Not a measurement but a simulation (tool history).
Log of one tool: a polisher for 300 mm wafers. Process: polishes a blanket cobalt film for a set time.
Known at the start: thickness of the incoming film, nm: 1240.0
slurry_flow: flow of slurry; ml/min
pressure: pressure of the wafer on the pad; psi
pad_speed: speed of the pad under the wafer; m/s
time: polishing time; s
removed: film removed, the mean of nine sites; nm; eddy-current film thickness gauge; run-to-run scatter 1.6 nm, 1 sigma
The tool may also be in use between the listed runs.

{"run": 1, "hour": 0.0, "slurry_flow": 210, "pressure": 2.2, "pad_speed": 1.08, "time": 59, "removed": 384.37}
{"run": 2, "hour": 7.9, "slurry_flow": 205, "pressure": 2, "pad_speed": 1.06, "time": 59, "removed": 349.03}
{"run": 3, "hour": 13.7, "slurry_flow": 205, "pressure": 1.8, "pad_speed": 1.04, "time": 59, "removed": 303.44}
{"run": 4, "hour": 18.5, "slurry_flow": 185, "pressure": 1.8, "pad_speed": 1.04, "time": 59, "removed": 302.11}
{"run": 5, "hour": 25.5, "slurry_flow": 185, "pressure": 1.8, "pad_speed": 0.84, "time": 59, "removed": 246.89}
{"run": 6, "hour": 33.5, "slurry_flow": 185, "pressure": 1.7, "pad_speed": 0.84, "time": 59, "removed": 236.57}
{"run": 7, "hour": 39.0, "slurry_flow": 185, "pressure": 1.6, "pad_speed": 0.84, "time": 59, "removed": 220.17}

Run 8 is up next; what results do you expect?
{"run": 8, "hour": 45.7, "slurry_flow": 185, "pressure": 1.5, "pad_speed": 0.84, "time": 59, "removed": "?"}

removed: 209.75 nm
